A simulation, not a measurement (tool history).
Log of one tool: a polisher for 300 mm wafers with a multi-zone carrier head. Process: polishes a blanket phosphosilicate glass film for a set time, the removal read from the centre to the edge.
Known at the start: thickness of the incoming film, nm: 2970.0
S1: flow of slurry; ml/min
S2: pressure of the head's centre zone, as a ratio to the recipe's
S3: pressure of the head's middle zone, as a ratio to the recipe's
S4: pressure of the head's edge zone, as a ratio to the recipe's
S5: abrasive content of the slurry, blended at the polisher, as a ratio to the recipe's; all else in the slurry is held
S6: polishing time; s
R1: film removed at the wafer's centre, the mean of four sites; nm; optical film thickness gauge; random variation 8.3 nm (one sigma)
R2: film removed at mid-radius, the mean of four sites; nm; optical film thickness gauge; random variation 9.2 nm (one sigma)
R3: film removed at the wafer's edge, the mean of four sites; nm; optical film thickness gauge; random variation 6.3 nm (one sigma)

Run 1, day 0: S1 275 ml/min, S2 1, S3 1, S4 1, S5 1, S6 56 s. Result: R1 686.03 nm, R2 665.16 nm, R3 671.67 nm.
Run 2, day 0.171: S1 275 ml/min, S2 0.98, S3 1.02, S4 0.96, S5 0.95, S6 56 s. Result: R1 635.51 nm, R2 660.84 nm, R3 652.71 nm.
Run 3, day 0.242: S1 275 ml/min, S2 0.98, S3 0.95, S4 0.96, S5 0.95, S6 56 s. Result: R1 626.96 nm, R2 627.59 nm, R3 635.47 nm.
Run 4, day 0.267: S1 225 ml/min, S2 0.98, S3 0.95, S4 0.96, S5 0.95, S6 56 s. Result: R1 619.15 nm, R2 613.17 nm, R3 625.41 nm.
Run 5, day 0.379: S1 225 ml/min, S2 0.98, S3 0.95, S4 0.96, S5 1.1, S6 56 s. Result: R1 670.88 nm, R2 664.01 nm, R3 678.05 nm.
Run 6, day 0.458: S1 225 ml/min, S2 0.98, S3 1.02, S4 0.96, S5 1.1, S6 56 s. Result: R1 682.53 nm, R2 705.91 nm, R3 682.22 nm.
Run 7, day 0.783: S1 220 ml/min, S2 0.99, S3 1.03, S4 0.92, S5 1.05, S6 56 s. Result: R1 654.78 nm, R2 688.03 nm, R3 649.02 nm.
Run 8, day 1.142: S1 215 ml/min, S2 1, S3 1.03, S4 0.89, S5 1, S6 56 s. Result: R1 632.47 nm, R2 670.98 nm, R3 625.37 nm.
Run 9, day 1.288: S1 215 ml/min, S2 1.01, S3 1.03, S4 0.87, S5 0.95, S6 56 s. Result: R1 647.08 nm, R2 647.76 nm, R3 593.01 nm.

The next listed run, before its measurement:
Run 10, day 1.608: S1 215 ml/min, S2 1.01, S3 1.03, S4 0.87, S5 0.95, S6 56 s. Result: R1 ?, R2 ?, R3 ?.

R1: 652.01 nm
R2: 647.08 nm
R3: 586.81 nm

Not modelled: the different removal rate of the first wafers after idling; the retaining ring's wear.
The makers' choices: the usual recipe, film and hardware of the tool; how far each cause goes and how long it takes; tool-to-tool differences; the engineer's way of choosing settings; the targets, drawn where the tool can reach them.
